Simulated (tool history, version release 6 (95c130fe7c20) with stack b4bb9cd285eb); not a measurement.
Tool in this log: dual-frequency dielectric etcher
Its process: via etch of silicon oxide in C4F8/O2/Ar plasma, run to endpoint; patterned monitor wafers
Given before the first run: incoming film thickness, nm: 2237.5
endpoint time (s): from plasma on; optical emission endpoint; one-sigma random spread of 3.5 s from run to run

| run | hour | source power (kW) | bias power (kW) | endpoint time (s) |
|---|---|---|---|---|
| 1 | 0.0 | 2.230 | 1.803 | 440.86 |
| 2 | 8.1 | 2.140 | 1.782 | 451.56 |
| 3 | 13.8 | 2.070 | 1.767 | 452.12 |
| 4 | 18.3 | 1.990 | 1.722 | 462.27 |
| 5 | 19.1 | 1.800 | 1.722 | 478.54 |
| 6 | 21.1 | 1.940 | 1.722 | 457.95 |
| 7 | 26.1 | 1.870 | 1.645 | 472.07 |
| 8 | 28.4 | 1.810 | 1.624 | 484.03 |
| 9 | 36.6 | 1.770 | 1.613 | 487.17 |
| 10 | 43.8 | 1.730 | 1.603 | 488.82 |

What will run 11 give?
| 11 | 45.6 | 1.390 | 1.513 | ? |

endpoint time (s): 536.05
